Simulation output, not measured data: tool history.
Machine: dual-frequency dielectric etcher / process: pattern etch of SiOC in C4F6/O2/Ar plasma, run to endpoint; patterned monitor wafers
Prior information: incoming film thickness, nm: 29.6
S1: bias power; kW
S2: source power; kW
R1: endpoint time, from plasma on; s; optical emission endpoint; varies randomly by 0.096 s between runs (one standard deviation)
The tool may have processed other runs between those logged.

run 1 day=0 | S1=0.48 S2=0.45 | R1=9.2528
run 2 day=0.138 | S1=0.432 S2=0.45 | R1=9.8269
run 3 day=0.246 | S1=0.403 S2=0.44 | R1=10.47
run 4 day=0.5 | S1=0.403 S2=0.51 | R1=9.7304
run 5 day=0.842 | S1=0.377 S2=0.5 | R1=10.267
run 6 day=1.008 | S1=0.359 S2=0.5 | R1=10.647
run 7 day=1.329 | S1=0.348 S2=0.5 | R1=10.888
run 8 day=1.646 | S1=0.294 S2=0.48 | R1=12.577
run 9 day=1.817 | S1=0.304 S2=0.48 | R1=12.118
run 10 day=1.933 | S1=0.31 S2=0.48 | R1=11.997

Expected results for the next run?
run 11 day=2.142 | S1=0.315 S2=0.48 | R1=?

R1: 12.002 s
